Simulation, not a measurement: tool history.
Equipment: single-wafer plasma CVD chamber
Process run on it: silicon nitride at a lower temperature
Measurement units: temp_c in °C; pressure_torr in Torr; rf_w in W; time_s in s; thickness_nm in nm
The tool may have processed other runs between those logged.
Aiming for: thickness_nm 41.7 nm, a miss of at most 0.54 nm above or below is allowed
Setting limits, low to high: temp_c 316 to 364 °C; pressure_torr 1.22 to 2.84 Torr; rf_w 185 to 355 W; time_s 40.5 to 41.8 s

run	hour	temp_c	pressure_torr	rf_w	time_s	thickness_nm
1	0	340	2.03	270	40.5	52.783
2	6.1	344	2.03	270	40.5	53.025
3	9.3	344	1.85	255	40.5	49.693
4	13.2	344	1.63	255	40.5	48.135
5	20.2	335	1.63	255	40.5	47.74
6	27.4	335	1.53	250	40.5	46.153
7	30.3	335	1.53	250	40.5	46.409
8	38.4	335	1.45	245	40.5	44.809
9	39.8	335	1.39	240	40.5	43.375
10	48.8	335	1.35	240	40.5	43.173
11	50.7	335	1.32	240	40.5	42.837
12	57.7	335	1.3	240	40.5	42.679
13	65.4	335	1.28	240	40.5	42.31

Which of these 4 next moves meets every target?
A	73.1	327	1.22	235	41.3	?
B	73.1	324	1.25	245	41.3	?
C	73.1	342	1.4	225	41.8	?
D	73.1	338	1.24	250	40.7	?

move	thickness_nm
A	41.956
B	43.496
C	43.432
D	43.033
A: each result inside its tolerance
B: the biggest miss grows against the last run
C: the biggest miss grows against the last run
D: the biggest miss grows against the last run
Go with A: it meets all targets.
